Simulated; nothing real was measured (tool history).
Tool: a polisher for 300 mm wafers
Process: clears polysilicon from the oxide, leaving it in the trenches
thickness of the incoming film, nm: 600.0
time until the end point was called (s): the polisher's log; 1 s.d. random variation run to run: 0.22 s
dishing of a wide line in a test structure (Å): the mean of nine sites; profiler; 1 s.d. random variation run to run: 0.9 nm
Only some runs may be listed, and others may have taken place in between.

run    day  flow of slurry (ml/min)  pressure of the wafer on the pad (kPa)  speed of the pad under the wafer (m/s)  overpolish time after the end point (s)  time until the end point was called (s)  dishing of a wide line in a test structure (Å)
  1  0.000                      260                                    24.1                                    1.20                                       13                                   27.810                                          595.89
  2  0.108                      260                                    24.1                                    1.20                                       10                                   27.158                                          572.79
  3  0.271                      260                                    24.1                                    1.20                                       15                                   27.751                                          581.11
  4  0.321                      300                                    24.1                                    1.20                                       15                                   27.674                                          598.09
  5  0.629                      260                                    26.2                                    1.20                                       12                                   25.529                                          580.21
  6  0.812                      300                                    26.2                                    1.20                                       12                                   25.293                                          589.98

What does the tool deliver on the next run?
  7  0.929                      260                                    28.3                                    1.20                                       10                                        ?                                               ?

{"run 7": {"time until the end point was called (s)": 23.719, "dishing of a wide line in a test structure (Å)": 572.25}}
